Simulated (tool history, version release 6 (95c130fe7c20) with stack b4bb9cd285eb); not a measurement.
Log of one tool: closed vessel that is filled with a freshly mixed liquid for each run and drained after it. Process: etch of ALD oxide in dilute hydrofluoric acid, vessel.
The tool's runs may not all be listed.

run  hour  temperature setpoint of the liquid (°C)  parts of water to one part of 49 % hydrofluoric acid (parts by volume)  time in the liquid (s)  thickness taken off the ALD oxide on a monitor wafer (nm)
  1     0                                       24                                                                     120                     110                                                     28.023
  2   1.5                                       24                                                                     120                     110                                                     27.814
  3   6.3                                       23                                                                     125                     110                                                     25.888
  4  13.8                                       22                                                                     130                     110                                                     23.808
  5  20.6                                       20                                                                     130                     110                                                     21.919
  6  21.6                                       20                                                                     170                     110                                                     16.084

The next listed run, before its measurement:
  7  30.3                                     20.5                                                                     170                     110                                                          ?

{"run 7": {"thickness taken off the ALD oxide on a monitor wafer (nm)": 16.306}}
